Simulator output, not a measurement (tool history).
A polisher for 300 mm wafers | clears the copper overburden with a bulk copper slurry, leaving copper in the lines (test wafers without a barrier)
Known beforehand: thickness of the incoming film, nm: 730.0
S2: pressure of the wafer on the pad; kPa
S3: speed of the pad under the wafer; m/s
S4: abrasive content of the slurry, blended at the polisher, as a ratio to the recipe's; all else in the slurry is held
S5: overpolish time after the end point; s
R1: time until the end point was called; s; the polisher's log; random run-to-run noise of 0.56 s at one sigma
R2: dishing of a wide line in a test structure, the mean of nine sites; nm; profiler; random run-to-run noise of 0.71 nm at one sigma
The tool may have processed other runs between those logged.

Run 1, hour 0.0: flow of slurry (ml/min) 125, S2 11.0 kPa, S3 1.34 m/s, S4 1.0, S5 10 s. Result: R1 111.920 s, R2 39.366 nm.
Run 2, hour 5.7: flow of slurry (ml/min) 130, S2 11.7 kPa, S3 1.34 m/s, S4 1.0, S5 10 s. Result: R1 105.060 s, R2 40.883 nm.
Run 3, hour 14.6: flow of slurry (ml/min) 135, S2 12.4 kPa, S3 1.34 m/s, S4 1.0, S5 10 s. Result: R1 98.400 s, R2 43.414 nm.
Run 4, hour 22.2: flow of slurry (ml/min) 140, S2 13.1 kPa, S3 1.34 m/s, S4 1.0, S5 10 s. Result: R1 93.045 s, R2 45.609 nm.
Run 5, hour 23.3: flow of slurry (ml/min) 140, S2 13.1 kPa, S3 1.34 m/s, S4 1.1, S5 10 s. Result: R1 92.212 s, R2 46.329 nm.
Run 6, hour 26.6: flow of slurry (ml/min) 140, S2 13.8 kPa, S3 1.34 m/s, S4 1.1, S5 10 s. Result: R1 87.886 s, R2 47.157 nm.
Run 7, hour 30.2: flow of slurry (ml/min) 145, S2 14.5 kPa, S3 1.34 m/s, S4 1.1, S5 10 s. Result: R1 84.421 s, R2 49.052 nm.
Run 8, hour 33.3: flow of slurry (ml/min) 145, S2 15.2 kPa, S3 1.34 m/s, S4 1.1, S5 10 s. Result: R1 79.524 s, R2 49.601 nm.

What does the tool deliver on the next run?
Run 9, hour 36.2: flow of slurry (ml/min) 175, S2 17.9 kPa, S3 1.34 m/s, S4 1.1, S5 9 s. Result: R1 ?, R2 ?.

Run 9 came out at R1 65.962 s, R2 53.222 nm.
